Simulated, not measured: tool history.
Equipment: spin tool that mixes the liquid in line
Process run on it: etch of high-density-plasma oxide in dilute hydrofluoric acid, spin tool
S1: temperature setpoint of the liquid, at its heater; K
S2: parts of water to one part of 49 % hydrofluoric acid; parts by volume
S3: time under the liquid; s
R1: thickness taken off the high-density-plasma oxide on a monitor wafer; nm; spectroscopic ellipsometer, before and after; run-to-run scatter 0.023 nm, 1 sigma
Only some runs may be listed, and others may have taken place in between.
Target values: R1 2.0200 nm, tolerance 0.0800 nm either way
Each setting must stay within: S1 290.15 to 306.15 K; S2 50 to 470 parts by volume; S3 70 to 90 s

run 1 hour=0.0 | S1=298.15 S2=260 S3=90 | R1=1.4064
run 2 hour=8.7 | S1=298.15 S2=230 S3=90 | R1=1.6266
run 3 hour=11.1 | S1=298.15 S2=230 S3=90 | R1=1.6103
run 4 hour=17.9 | S1=298.15 S2=230 S3=90 | R1=1.6091
run 5 hour=24.6 | S1=301.65 S2=230 S3=90 | R1=1.8492
run 6 hour=27.0 | S1=301.65 S2=230 S3=70 | R1=1.4667
-- hour=35.4 hydrofluoric acid flow meter replaced
run 7 hour=35.4 | S1=302.15 S2=215 S3=70 | R1=1.7077
run 8 hour=36.8 | S1=303.15 S2=210 S3=70 | R1=1.7824
run 9 hour=39.0 | S1=303.65 S2=205 S3=70 | R1=1.8880

Of the 5 settings listed for the next run, only one would bring every result within its allowed miss of target. Which one?
run A hour=41.2 | S1=304.65 S2=215 S3=70 | R1=?
run B hour=41.2 | S1=305.15 S2=240 S3=80 | R1=?
run C hour=41.2 | S1=304.15 S2=210 S3=75 | R1=?
run D hour=41.2 | S1=305.65 S2=215 S3=80 | R1=?
run E hour=41.2 | S1=305.15 S2=220 S3=70 | R1=?

move=A R1=1.8362
move=B R1=1.8534
move=C R1=1.9929
move=D R1=2.1698
move=E R1=1.8134
A: misses by more than the last run did
B: misses by more than the last run did
C: every result lands within tolerance
D: the result that was furthest off in the last run now lies on the other side of its target
E: misses by more than the last run did
Answer: C
